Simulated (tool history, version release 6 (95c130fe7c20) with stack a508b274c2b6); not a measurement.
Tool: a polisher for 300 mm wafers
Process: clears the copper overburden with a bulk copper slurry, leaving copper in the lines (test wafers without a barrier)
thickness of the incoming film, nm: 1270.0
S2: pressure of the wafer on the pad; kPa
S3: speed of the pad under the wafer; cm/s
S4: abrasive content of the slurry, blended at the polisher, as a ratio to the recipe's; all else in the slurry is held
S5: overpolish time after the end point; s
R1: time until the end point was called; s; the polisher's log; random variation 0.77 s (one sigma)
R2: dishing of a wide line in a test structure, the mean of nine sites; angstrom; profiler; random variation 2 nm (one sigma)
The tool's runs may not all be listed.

run 1 hour=0.0 | flow_of_slurry_(ml/min)=165 S2=23.4 S3=96 S4=1.0 S5=24 | R1=107.120 R2=1269.6
run 2 hour=6.0 | flow_of_slurry_(ml/min)=170 S2=25.5 S3=96 S4=1.0 S5=23 | R1=97.004 R2=1302.5
run 3 hour=14.6 | flow_of_slurry_(ml/min)=175 S2=26.9 S3=96 S4=1.0 S5=22 | R1=90.998 R2=1346.6
run 4 hour=22.7 | flow_of_slurry_(ml/min)=180 S2=28.3 S3=96 S4=1.0 S5=21 | R1=86.632 R2=1339.7
run 5 hour=28.9 | flow_of_slurry_(ml/min)=180 S2=28.3 S3=96 S4=0.8 S5=21 | R1=91.096 R2=1301.0
run 6 hour=33.5 | flow_of_slurry_(ml/min)=180 S2=33.1 S3=96 S4=0.8 S5=21 | R1=78.229 R2=1438.1

Forecast run 7:
run 7 hour=37.5 | flow_of_slurry_(ml/min)=185 S2=33.8 S3=98 S4=0.8 S5=20 | R1=? R2=?

{"run 7": {"R1": 76.104, "R2": 1449.1}}
